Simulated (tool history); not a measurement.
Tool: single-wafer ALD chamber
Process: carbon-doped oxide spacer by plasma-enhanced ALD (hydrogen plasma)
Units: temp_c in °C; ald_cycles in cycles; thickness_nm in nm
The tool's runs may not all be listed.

run	hour	temp_c	ald_cycles	thickness_nm
1	0	405	273	12.638
2	7.8	395	273	12.797
3	12	395	243	11.397
4	16.4	395	281	13.205
5	18.1	395	273	12.833
6	25.4	395	245	11.455

Forecast run 7:
7	26.4	395	244	?

thickness_nm: 11.454 nm

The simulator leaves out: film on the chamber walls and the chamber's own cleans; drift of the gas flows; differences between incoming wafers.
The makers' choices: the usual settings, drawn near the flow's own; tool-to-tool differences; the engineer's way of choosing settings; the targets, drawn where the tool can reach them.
